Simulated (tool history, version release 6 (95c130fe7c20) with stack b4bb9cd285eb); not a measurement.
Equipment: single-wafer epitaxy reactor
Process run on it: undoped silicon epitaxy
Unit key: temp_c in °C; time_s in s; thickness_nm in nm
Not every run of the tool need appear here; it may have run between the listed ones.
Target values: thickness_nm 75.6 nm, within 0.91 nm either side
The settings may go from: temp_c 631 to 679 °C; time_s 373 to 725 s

run	hour	temp_c	time_s	thickness_nm
1	0	655	549	104.82
2	3.2	655	596	113.07
3	9.9	653	596	109.32
4	14.4	651	596	105.46
5	17.5	659	596	121.82
6	24.5	656	596	115.63
7	33	644	594	91.824
8	38.1	632	593	72.584
9	41.1	633	593	73.909

5 candidate next runs follow, results not yet known. Just one meets every target within its allowed miss. Identify it.
A	44.1	635	559	?
B	44.1	639	505	?
C	44.1	638	539	?
D	44.1	631	620	?
E	44.1	631	634	?

move	thickness_nm
A	72.364
B	70.662
C	73.971
D	74.209
E	75.885
A: lands further from the targets than the last run did
B: lands further from the targets than the last run did
C: neither nearer nor further off than the last run
D: gains on the last run, yet a result remains outside its allowed miss
E: all results in spec
E is the move that brings every result within its allowed miss.

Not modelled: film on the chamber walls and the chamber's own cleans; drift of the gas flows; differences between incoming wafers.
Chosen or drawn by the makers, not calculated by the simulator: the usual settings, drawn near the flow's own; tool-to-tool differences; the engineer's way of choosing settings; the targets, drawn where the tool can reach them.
